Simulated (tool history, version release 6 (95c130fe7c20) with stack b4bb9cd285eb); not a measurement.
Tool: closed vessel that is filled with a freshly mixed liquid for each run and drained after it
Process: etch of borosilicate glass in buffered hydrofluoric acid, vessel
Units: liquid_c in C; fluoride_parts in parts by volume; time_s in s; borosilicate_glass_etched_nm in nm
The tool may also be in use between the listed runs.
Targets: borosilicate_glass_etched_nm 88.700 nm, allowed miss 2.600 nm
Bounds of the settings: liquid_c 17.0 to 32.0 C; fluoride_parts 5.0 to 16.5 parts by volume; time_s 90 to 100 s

run 1 hour=0.0 | liquid_c=24.0 fluoride_parts=10.0 time_s=90 | borosilicate_glass_etched_nm=106.340
run 2 hour=6.7 | liquid_c=24.0 fluoride_parts=10.0 time_s=100 | borosilicate_glass_etched_nm=118.320
run 3 hour=14.2 | liquid_c=24.0 fluoride_parts=8.0 time_s=100 | borosilicate_glass_etched_nm=144.410
run 4 hour=16.1 | liquid_c=23.0 fluoride_parts=8.0 time_s=100 | borosilicate_glass_etched_nm=136.050
run 5 hour=16.9 | liquid_c=22.0 fluoride_parts=8.0 time_s=100 | borosilicate_glass_etched_nm=129.090
run 6 hour=20.6 | liquid_c=25.5 fluoride_parts=8.0 time_s=100 | borosilicate_glass_etched_nm=156.180
run 7 hour=26.2 | liquid_c=21.5 fluoride_parts=9.5 time_s=100 | borosilicate_glass_etched_nm=106.660
run 8 hour=27.2 | liquid_c=21.5 fluoride_parts=9.5 time_s=100 | borosilicate_glass_etched_nm=106.780
run 9 hour=31.0 | liquid_c=21.0 fluoride_parts=9.5 time_s=100 | borosilicate_glass_etched_nm=103.450
run 10 hour=31.7 | liquid_c=20.5 fluoride_parts=9.5 time_s=100 | borosilicate_glass_etched_nm=100.690
run 11 hour=37.2 | liquid_c=20.0 fluoride_parts=9.5 time_s=100 | borosilicate_glass_etched_nm=98.552
run 12 hour=45.9 | liquid_c=17.5 fluoride_parts=9.5 time_s=100 | borosilicate_glass_etched_nm=85.987

4 next moves are on the table. One of them brings every result within its allowed miss. Which?
run A hour=54.6 | liquid_c=19.5 fluoride_parts=10.5 time_s=95 | borosilicate_glass_etched_nm=?
run B hour=54.6 | liquid_c=19.5 fluoride_parts=8.5 time_s=90 | borosilicate_glass_etched_nm=?
run C hour=54.6 | liquid_c=17.0 fluoride_parts=8.0 time_s=90 | borosilicate_glass_etched_nm=?
run D hour=54.6 | liquid_c=18.5 fluoride_parts=9.5 time_s=90 | borosilicate_glass_etched_nm=?

move=A borosilicate_glass_etched_nm=84.574
move=B borosilicate_glass_etched_nm=95.883
move=C borosilicate_glass_etched_nm=89.326
move=D borosilicate_glass_etched_nm=82.263
A: further off than the last run
B: takes the result that was furthest off past its target
C: meets every target
D: further off than the last run
The right move is C.
